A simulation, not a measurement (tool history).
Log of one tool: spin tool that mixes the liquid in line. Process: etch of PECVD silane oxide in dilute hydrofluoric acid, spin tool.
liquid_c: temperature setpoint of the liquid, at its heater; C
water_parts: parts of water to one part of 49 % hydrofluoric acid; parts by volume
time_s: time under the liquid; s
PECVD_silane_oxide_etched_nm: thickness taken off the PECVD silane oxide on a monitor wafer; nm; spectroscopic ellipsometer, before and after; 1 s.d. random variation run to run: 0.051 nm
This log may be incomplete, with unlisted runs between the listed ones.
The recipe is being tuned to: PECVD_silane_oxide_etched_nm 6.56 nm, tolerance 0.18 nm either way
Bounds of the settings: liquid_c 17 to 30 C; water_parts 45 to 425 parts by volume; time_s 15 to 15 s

run 1 hour=0 | liquid_c=22 water_parts=235 time_s=15 | PECVD_silane_oxide_etched_nm=2.1259
run 2 hour=5.8 | liquid_c=23 water_parts=215 time_s=15 | PECVD_silane_oxide_etched_nm=2.4759
run 3 hour=14.3 | liquid_c=23 water_parts=215 time_s=15 | PECVD_silane_oxide_etched_nm=2.4634
run 4 hour=22.1 | liquid_c=20 water_parts=215 time_s=15 | PECVD_silane_oxide_etched_nm=2.1997
run 5 hour=29.3 | liquid_c=23.5 water_parts=215 time_s=15 | PECVD_silane_oxide_etched_nm=2.4881
run 6 hour=36.6 | liquid_c=24.5 water_parts=195 time_s=15 | PECVD_silane_oxide_etched_nm=2.9688
run 7 hour=38.3 | liquid_c=25 water_parts=180 time_s=15 | PECVD_silane_oxide_etched_nm=3.2875
run 8 hour=40 | liquid_c=25 water_parts=180 time_s=15 | PECVD_silane_oxide_etched_nm=3.3008
run 9 hour=45.2 | liquid_c=25 water_parts=180 time_s=15 | PECVD_silane_oxide_etched_nm=3.2587
-- hour=46.3 thermometer replaced
run 10 hour=46.3 | liquid_c=25.5 water_parts=170 time_s=15 | PECVD_silane_oxide_etched_nm=3.3021
run 11 hour=48.5 | liquid_c=26 water_parts=155 time_s=15 | PECVD_silane_oxide_etched_nm=3.7681
run 12 hour=53.6 | liquid_c=26.5 water_parts=145 time_s=15 | PECVD_silane_oxide_etched_nm=4.185
run 13 hour=62.1 | liquid_c=27 water_parts=140 time_s=15 | PECVD_silane_oxide_etched_nm=4.3686

Which one of the following 5 next-run settings gets every result inside its allowed miss? There is exactly one.
run A hour=70.6 | liquid_c=30 water_parts=110 time_s=15 | PECVD_silane_oxide_etched_nm=?
run B hour=70.6 | liquid_c=29.5 water_parts=115 time_s=15 | PECVD_silane_oxide_etched_nm=?
run C hour=70.6 | liquid_c=28.5 water_parts=90 time_s=15 | PECVD_silane_oxide_etched_nm=?
run D hour=70.6 | liquid_c=29.5 water_parts=100 time_s=15 | PECVD_silane_oxide_etched_nm=?
run E hour=70.6 | liquid_c=28 water_parts=95 time_s=15 | PECVD_silane_oxide_etched_nm=?

move=A PECVD_silane_oxide_etched_nm=6.4885
move=B PECVD_silane_oxide_etched_nm=6.0503
move=C PECVD_silane_oxide_etched_nm=7.7049
move=D PECVD_silane_oxide_etched_nm=7.1034
move=E PECVD_silane_oxide_etched_nm=7.1117
A: hits every target within its allowed miss
B: nearer the targets than the last run, but a result is still out of spec
C: carries the result that was furthest off beyond its target, to the other side
D: carries the result that was furthest off beyond its target, to the other side
E: carries the result that was furthest off beyond its target, to the other side
A is the move that brings every result within its allowed miss.
